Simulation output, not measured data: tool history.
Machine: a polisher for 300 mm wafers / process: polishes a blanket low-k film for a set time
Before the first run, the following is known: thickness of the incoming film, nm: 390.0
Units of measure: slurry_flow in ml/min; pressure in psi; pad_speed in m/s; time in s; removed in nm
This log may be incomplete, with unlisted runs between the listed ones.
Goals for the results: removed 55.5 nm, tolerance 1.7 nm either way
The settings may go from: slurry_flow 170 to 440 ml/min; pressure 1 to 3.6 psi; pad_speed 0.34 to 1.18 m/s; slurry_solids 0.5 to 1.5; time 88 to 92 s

| run | hour | slurry_flow | pressure | pad_speed | slurry_solids | time | removed |
|---|---|---|---|---|---|---|---|
| 1 | 0 | 280 | 2.3 | 0.76 | 1 | 88 | 39.434 |
| 2 | 2.5 | 280 | 2.3 | 0.76 | 1.15 | 88 | 42.689 |
| 3 | 9.7 | 280 | 2.4 | 0.76 | 1.15 | 88 | 44.177 |
| 4 | 13.5 | 220 | 2.4 | 0.76 | 1.15 | 88 | 42.894 |
| 5 | 16.8 | 220 | 2.4 | 0.76 | 1.15 | 92 | 44.958 |
| 6 | 17.5 | 220 | 2.4 | 0.66 | 1.15 | 92 | 40.171 |
| 7 | 21.8 | 230 | 2.5 | 0.66 | 1.15 | 92 | 41.856 |
| 8 | 26.2 | 230 | 3.1 | 0.68 | 1.15 | 92 | 49.688 |
| 9 | 30 | 235 | 3.1 | 0.68 | 1.15 | 92 | 49.586 |
| 10 | 37.8 | 240 | 3.2 | 0.68 | 1.15 | 92 | 50.699 |

Exactly one of the 5 candidate moves below puts every result within its allowed miss. Which one?
| A | 45.6 | 215 | 2.8 | 0.7 | 1.2 | 89 | ? |
| B | 45.6 | 260 | 3.6 | 0.5 | 1.25 | 92 | ? |
| C | 45.6 | 205 | 3.3 | 0.66 | 1.1 | 92 | ? |
| D | 45.6 | 250 | 3.3 | 0.74 | 1.1 | 92 | ? |
| E | 45.6 | 215 | 3 | 0.68 | 1.3 | 91 | ? |

| move | removed |
|---|---|
| A | 46.256 |
| B | 46.084 |
| C | 48.612 |
| D | 54.735 |
| E | 50.619 |
A: further off than the last run
B: further off than the last run
C: further off than the last run
D: every result lands within tolerance
E: no nearer and no further than the last run
Answer: D

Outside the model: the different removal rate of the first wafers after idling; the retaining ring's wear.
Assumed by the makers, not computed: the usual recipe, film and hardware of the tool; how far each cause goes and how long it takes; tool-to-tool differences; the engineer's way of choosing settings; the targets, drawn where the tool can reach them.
